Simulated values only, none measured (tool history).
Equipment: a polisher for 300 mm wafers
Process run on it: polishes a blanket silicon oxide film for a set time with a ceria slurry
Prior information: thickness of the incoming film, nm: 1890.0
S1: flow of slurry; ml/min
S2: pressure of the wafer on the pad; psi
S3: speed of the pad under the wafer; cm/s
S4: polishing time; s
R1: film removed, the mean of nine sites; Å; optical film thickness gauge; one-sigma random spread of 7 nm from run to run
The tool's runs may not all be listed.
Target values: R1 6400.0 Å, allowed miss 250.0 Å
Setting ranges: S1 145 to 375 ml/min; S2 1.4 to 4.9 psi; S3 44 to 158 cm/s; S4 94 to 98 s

run,hour,S1,S2,S3,S4,R1
1,0.0,240,3.1,100,94,4905.3
2,1.4,240,3.1,100,94,4925.5
3,4.9,240,3.1,100,98,5097.3
4,8.7,240,3.1,100,94,4890.4
5,15.3,240,3.3,100,94,5115.3
6,20.9,240,3.5,100,94,5410.6
7,27.1,240,3.7,100,94,5681.4
8,30.1,240,3.8,100,94,5896.6
9,33.5,240,3.9,100,94,5927.8

Which of these 5 next moves meets every target?
A,36.9,255,3.6,90,94,?
B,36.9,200,3.4,108,97,?
C,36.9,185,3.8,122,94,?
D,36.9,280,3.9,84,94,?
E,36.9,215,3.6,100,94,?

move,R1
A,5282.9
B,5675.5
C,6577.9
D,5494.9
E,5554.2
A: further off than the last run
B: further off than the last run
C: all results in spec
D: further off than the last run
E: further off than the last run
Answer: C

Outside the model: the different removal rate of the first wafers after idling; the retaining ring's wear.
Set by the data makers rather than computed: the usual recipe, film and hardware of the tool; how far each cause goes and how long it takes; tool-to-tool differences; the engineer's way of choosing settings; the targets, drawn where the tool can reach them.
